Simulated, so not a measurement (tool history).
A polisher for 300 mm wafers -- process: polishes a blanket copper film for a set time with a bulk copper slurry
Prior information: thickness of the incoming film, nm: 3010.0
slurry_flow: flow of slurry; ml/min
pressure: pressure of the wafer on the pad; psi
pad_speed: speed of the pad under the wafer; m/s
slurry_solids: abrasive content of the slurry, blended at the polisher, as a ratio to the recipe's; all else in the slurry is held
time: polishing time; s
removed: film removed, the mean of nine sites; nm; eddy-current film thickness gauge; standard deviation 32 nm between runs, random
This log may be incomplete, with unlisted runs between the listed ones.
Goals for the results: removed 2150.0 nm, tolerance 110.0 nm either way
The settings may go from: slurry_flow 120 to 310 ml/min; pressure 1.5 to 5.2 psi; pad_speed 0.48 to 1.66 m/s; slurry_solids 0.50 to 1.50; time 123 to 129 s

run	hour	slurry_flow	pressure	pad_speed	slurry_solids	time	removed
1	0.0	200	3.3	1.06	1.00	123	1160.0
2	0.5	200	3.8	1.06	1.00	123	1262.7
3	8.6	200	3.8	0.90	1.00	123	1093.2
4	11.5	200	3.8	0.90	1.00	129	1137.1
5	16.1	200	3.8	1.10	1.00	129	1351.4
# hour 17.5: slurry nozzle cleaned
6	17.5	200	3.8	1.10	1.15	129	1493.4
7	22.5	200	4.0	1.12	1.15	129	1555.9
8	26.5	200	4.2	1.14	1.15	129	1593.9

Below are 5 possible settings for the next run. Only one of them brings all results inside the allowed miss of their targets. Which is it?
A	30.5	205	5.2	1.64	1.15	129	?
B	30.5	190	5.2	1.26	1.35	129	?
C	30.5	190	4.7	1.54	1.30	129	?
D	30.5	230	4.2	0.80	1.30	123	?
E	30.5	200	3.9	1.08	0.95	123	?

move	removed
A	2747.6
B	2177.8
C	2450.9
D	1164.4
E	1381.3
A: the result that was furthest off in the last run now lies on the other side of its target
B: every result lands within tolerance
C: the result that was furthest off in the last run now lies on the other side of its target
D: the biggest miss grows against the last run
E: the biggest miss grows against the last run
The move that meets every target is B.
